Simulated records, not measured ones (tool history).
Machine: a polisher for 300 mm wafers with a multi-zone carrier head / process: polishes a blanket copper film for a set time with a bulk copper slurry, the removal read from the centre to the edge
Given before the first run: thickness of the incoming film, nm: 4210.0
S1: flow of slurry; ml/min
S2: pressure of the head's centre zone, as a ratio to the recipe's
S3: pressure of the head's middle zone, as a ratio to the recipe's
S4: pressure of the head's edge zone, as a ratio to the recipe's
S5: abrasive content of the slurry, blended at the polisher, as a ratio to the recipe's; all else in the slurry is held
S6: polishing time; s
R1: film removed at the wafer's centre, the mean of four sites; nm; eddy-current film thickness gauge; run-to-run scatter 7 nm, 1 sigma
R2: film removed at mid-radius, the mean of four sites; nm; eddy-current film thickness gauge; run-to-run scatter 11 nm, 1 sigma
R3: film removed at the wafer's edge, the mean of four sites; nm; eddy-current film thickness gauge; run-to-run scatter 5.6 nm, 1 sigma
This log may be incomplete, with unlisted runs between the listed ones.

{"run": 1, "hour": 0.0, "S1": 190, "S2": 1, "S3": 1, "S4": 1, "S5": 1, "S6": 71, "R1": 498.81, "R2": 490.37, "R3": 510.6}
{"run": 2, "hour": 3.6, "S1": 190, "S2": 1, "S3": 0.96, "S4": 1, "S5": 1, "S6": 71, "R1": 497.18, "R2": 500.3, "R3": 514.65}
{"run": 3, "hour": 11.6, "S1": 195, "S2": 0.99, "S3": 0.96, "S4": 1, "S5": 1.05, "S6": 73, "R1": 518.52, "R2": 510.84, "R3": 538.27}
{"run": 4, "hour": 13.3, "S1": 195, "S2": 0.99, "S3": 0.96, "S4": 1, "S5": 1.05, "S6": 85, "R1": 598.07, "R2": 588.1, "R3": 626.56}
{"run": 5, "hour": 20.4, "S1": 235, "S2": 0.99, "S3": 0.96, "S4": 1, "S5": 1.05, "S6": 85, "R1": 610.75, "R2": 590.71, "R3": 630.03}
{"run": 6, "hour": 23.5, "S1": 235, "S2": 0.99, "S3": 0.96, "S4": 0.93, "S5": 1.05, "S6": 85, "R1": 601.71, "R2": 612.78, "R3": 610.26}
{"run": 7, "hour": 25.0, "S1": 235, "S2": 0.98, "S3": 0.97, "S4": 0.93, "S5": 1.1, "S6": 86, "R1": 627.52, "R2": 621.75, "R3": 632.24}
{"run": 8, "hour": 31.9, "S1": 230, "S2": 0.96, "S3": 0.98, "S4": 0.92, "S5": 1.15, "S6": 87, "R1": 630.49, "R2": 634.29, "R3": 636.13}

Forecast run 9:
{"hour": 33.0, "done": "edge zone pressure recalibrated"}
{"run": 9, "hour": 33.0, "S1": 230, "S2": 0.96, "S3": 0.98, "S4": 0.92, "S5": 1.15, "S6": 87, "R1": "?", "R2": "?", "R3": "?"}

Run 9 gave R1 620.05 nm, R2 639.48 nm, R3 610.41 nm.
